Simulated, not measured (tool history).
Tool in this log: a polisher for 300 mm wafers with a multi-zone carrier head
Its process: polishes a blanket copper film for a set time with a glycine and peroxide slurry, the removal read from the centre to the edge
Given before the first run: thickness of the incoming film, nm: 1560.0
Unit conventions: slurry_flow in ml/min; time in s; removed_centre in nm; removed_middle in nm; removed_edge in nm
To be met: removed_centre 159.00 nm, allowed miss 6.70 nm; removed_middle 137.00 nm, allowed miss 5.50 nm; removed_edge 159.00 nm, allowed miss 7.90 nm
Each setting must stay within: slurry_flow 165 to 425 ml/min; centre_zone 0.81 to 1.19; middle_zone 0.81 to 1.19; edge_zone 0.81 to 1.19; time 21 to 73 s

run,hour,slurry_flow,centre_zone,middle_zone,edge_zone,time,removed_centre,removed_middle,removed_edge
1,0.0,275,1.00,1.00,1.00,47,205.00,209.13,211.94
2,8.3,275,1.00,1.00,0.96,47,206.51,207.03,208.84
3,10.4,275,1.00,0.98,0.95,46,204.10,202.56,203.26
4,12.5,300,1.00,0.98,0.95,46,205.63,205.18,206.52
5,18.8,245,1.00,0.98,0.95,46,202.62,200.64,199.31
6,27.8,245,1.00,0.96,0.96,44,189.80,189.32,193.52
# hour 31.1: slurry nozzle cleaned
7,31.1,245,1.01,0.94,0.96,43,192.69,190.38,196.45
8,36.8,250,1.03,0.92,0.96,41,192.28,177.06,182.60
9,43.1,250,1.03,0.91,0.97,40,184.97,170.82,183.40
10,47.9,250,1.03,0.90,0.97,39,181.27,168.73,178.63
11,54.7,220,1.05,0.81,1.05,31,145.11,121.44,145.73

Exactly one of the 5 candidate moves below puts every result within its allowed miss. Which one?
A,61.5,175,1.10,0.89,0.84,34,?,?,?
B,61.5,240,1.15,0.81,1.03,31,?,?,?
C,61.5,220,1.05,0.83,1.05,34,?,?,?
D,61.5,345,1.13,0.84,1.16,32,?,?,?
E,61.5,220,1.14,0.83,1.07,34,?,?,?

move,removed_centre,removed_middle,removed_edge
A,161.26,135.10,143.06
B,163.09,122.75,144.01
C,160.96,134.93,157.36
D,173.03,134.84,159.27
E,174.86,134.87,158.29
A: brings the last run's worst result on target, with another outside its allowed miss
B: gains on the last run, yet a result remains outside its allowed miss
C: hits every target within its allowed miss
D: brings the last run's worst result on target, with another outside its allowed miss
E: brings the last run's worst result on target, with another outside its allowed miss
Move C is the one to make.
